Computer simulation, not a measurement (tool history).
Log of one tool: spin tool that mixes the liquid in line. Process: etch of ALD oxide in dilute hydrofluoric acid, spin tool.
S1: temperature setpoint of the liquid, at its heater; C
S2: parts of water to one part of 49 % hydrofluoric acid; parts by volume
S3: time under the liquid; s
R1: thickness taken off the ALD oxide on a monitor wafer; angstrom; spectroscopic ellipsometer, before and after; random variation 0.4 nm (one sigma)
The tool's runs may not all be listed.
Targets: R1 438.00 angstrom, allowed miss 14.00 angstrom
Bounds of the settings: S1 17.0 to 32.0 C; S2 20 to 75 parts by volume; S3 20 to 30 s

| run | hour | S1 | S2 | S3 | R1 |
|---|---|---|---|---|---|
| 1 | 0.0 | 24.0 | 45 | 30 | 170.43 |
| 2 | 8.9 | 26.0 | 45 | 30 | 181.03 |
| 3 | 14.3 | 29.0 | 45 | 30 | 205.92 |
| 4 | 22.8 | 29.0 | 45 | 20 | 135.98 |
| 5 | 29.9 | 29.0 | 40 | 20 | 156.55 |
| 6 | 38.8 | 29.0 | 40 | 30 | 232.14 |
| 7 | 44.2 | 29.5 | 35 | 30 | 279.60 |
| 8 | 48.1 | 30.0 | 30 | 30 | 332.66 |
| 9 | 49.6 | 30.5 | 30 | 30 | 333.39 |
| 10 | 53.0 | 32.0 | 20 | 30 | 547.00 |
| 11 | 54.9 | 31.0 | 20 | 30 | 524.89 |
| 12 | 59.8 | 30.0 | 20 | 30 | 494.88 |
| 13 | 62.8 | 29.5 | 20 | 30 | 488.56 |
| 14 | 68.6 | 29.0 | 20 | 30 | 484.83 |
| 15 | 76.0 | 28.5 | 20 | 30 | 479.12 |
| 16 | 81.4 | 28.0 | 20 | 30 | 467.83 |
| 17 | 89.4 | 28.0 | 20 | 30 | 460.55 |
|  | 91.3 | hydrofluoric acid flow meter replaced |
| 18 | 91.3 | 28.0 | 20 | 30 | 498.81 |
| 19 | 96.5 | 28.0 | 20 | 30 | 493.29 |
| 20 | 101.4 | 27.5 | 20 | 30 | 483.87 |
| 21 | 105.0 | 27.0 | 20 | 30 | 479.30 |
| 22 | 107.4 | 26.5 | 20 | 30 | 472.69 |
| 23 | 110.4 | 26.0 | 20 | 30 | 466.20 |

4 next moves are on the table. One of them brings every result within its allowed miss. Which?
| A | 113.4 | 25.0 | 20 | 30 | ? |
| B | 113.4 | 27.5 | 20 | 25 | ? |
| C | 113.4 | 30.5 | 20 | 25 | ? |
| D | 113.4 | 23.5 | 20 | 30 | ? |

| move | R1 |
|---|---|
| A | 436.55 |
| B | 403.62 |
| C | 456.12 |
| D | 409.80 |
A: meets every target
B: takes the result that was furthest off past its target
C: nearer than the last run, and not there yet
D: takes the result that was furthest off past its target
The right move is A.

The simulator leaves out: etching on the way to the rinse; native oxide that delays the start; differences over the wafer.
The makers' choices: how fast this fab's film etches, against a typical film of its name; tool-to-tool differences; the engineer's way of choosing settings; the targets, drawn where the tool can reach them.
